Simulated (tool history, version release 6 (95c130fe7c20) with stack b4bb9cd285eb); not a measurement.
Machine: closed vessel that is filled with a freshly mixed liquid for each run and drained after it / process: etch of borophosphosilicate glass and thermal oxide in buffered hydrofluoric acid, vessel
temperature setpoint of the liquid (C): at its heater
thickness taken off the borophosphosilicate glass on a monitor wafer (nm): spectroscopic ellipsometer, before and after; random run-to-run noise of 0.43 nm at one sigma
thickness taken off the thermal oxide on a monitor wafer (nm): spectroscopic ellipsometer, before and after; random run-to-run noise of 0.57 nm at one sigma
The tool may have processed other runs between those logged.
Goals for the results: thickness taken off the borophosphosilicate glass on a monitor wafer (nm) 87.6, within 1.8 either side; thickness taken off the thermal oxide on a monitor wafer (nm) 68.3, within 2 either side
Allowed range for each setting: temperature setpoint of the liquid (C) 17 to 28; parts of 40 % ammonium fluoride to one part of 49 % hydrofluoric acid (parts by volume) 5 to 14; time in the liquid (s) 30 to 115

run,day,temperature setpoint of the liquid (C),parts of 40 % ammonium fluoride to one part of 49 % hydrofluoric acid (parts by volume),time in the liquid (s),thickness taken off the borophosphosilicate glass on a monitor wafer (nm),thickness taken off the thermal oxide on a monitor wafer (nm)
1,0,20,8.5,60,76.84,60.081
2,0.154,20,6,60,108.35,84.808
3,0.371,20,5,60,126.79,97.473
4,0.462,20,5,60,127.46,97.82
5,0.775,23.5,5,60,153.49,119.54
6,0.946,23.5,7,60,113.88,89.449
7,0.988,22.5,7,60,107.37,84.916
8,1.325,22,7,60,104.86,83.595
9,1.646,18,7,60,83.812,65.881

Of the 5 settings listed for the next run, only one would bring every result within its allowed miss of target. Which one?
A,1.967,18.5,6,50,?,?
B,1.967,19.5,8.5,65,?,?
C,1.967,18.5,7,60,?,?
D,1.967,17,5.5,50,?,?
E,1.967,19,7,55,?,?

move,thickness taken off the borophosphosilicate glass on a monitor wafer (nm),thickness taken off the thermal oxide on a monitor wafer (nm)
A,82.679,64.927
B,80.065,63.309
C,86.512,68.156
D,82.085,64.202
E,81.534,64.263
A: misses by more than the last run did
B: misses by more than the last run did
C: all results land within tolerance of their targets
D: misses by more than the last run did
E: misses by more than the last run did
The move that meets every target is C.

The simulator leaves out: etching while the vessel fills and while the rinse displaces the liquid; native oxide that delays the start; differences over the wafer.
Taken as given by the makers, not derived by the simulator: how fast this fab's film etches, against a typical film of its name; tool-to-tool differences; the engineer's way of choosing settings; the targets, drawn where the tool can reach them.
